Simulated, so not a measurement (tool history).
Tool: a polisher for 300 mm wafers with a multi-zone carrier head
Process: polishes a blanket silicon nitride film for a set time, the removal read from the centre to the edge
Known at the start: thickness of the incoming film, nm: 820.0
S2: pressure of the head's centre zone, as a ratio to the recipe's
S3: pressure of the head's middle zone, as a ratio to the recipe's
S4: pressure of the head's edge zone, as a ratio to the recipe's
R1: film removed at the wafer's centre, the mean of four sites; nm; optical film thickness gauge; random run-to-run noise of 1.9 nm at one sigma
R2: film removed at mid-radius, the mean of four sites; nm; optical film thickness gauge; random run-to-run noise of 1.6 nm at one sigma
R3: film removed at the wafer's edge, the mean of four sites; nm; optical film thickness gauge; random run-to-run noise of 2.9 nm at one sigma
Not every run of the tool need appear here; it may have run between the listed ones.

{"run": 1, "hour": 0.0, "flow of slurry (ml/min)": 285, "S2": 1, "S3": 1, "S4": 1, "polishing time (s)": 79, "R1": 139.71, "R2": 144.64, "R3": 148.39}
{"run": 2, "hour": 1.8, "flow of slurry (ml/min)": 285, "S2": 1, "S3": 1, "S4": 1, "polishing time (s)": 91, "R1": 165.4, "R2": 166.9, "R3": 171.77}
{"run": 3, "hour": 8.2, "flow of slurry (ml/min)": 290, "S2": 0.98, "S3": 1.03, "S4": 1.04, "polishing time (s)": 94, "R1": 166.56, "R2": 178.47, "R3": 183.14}
{"run": 4, "hour": 11.1, "flow of slurry (ml/min)": 300, "S2": 0.98, "S3": 1.05, "S4": 1.07, "polishing time (s)": 95, "R1": 169.13, "R2": 182.47, "R3": 186.78}
{"run": 5, "hour": 17.8, "flow of slurry (ml/min)": 300, "S2": 0.97, "S3": 1.07, "S4": 1.09, "polishing time (s)": 97, "R1": 169.59, "R2": 189.17, "R3": 189.92}
{"run": 6, "hour": 20.2, "flow of slurry (ml/min)": 305, "S2": 0.96, "S3": 1.08, "S4": 1.11, "polishing time (s)": 99, "R1": 175.69, "R2": 193.74, "R3": 193.86}

Expected results for the next run?
{"run": 7, "hour": 22.5, "flow of slurry (ml/min)": 300, "S2": 0.94, "S3": 1.08, "S4": 1.12, "polishing time (s)": 101, "R1": "?", "R2": "?", "R3": "?"}

{"run 7": {"R1": 173.06, "R2": 200.03, "R3": 204.33}}
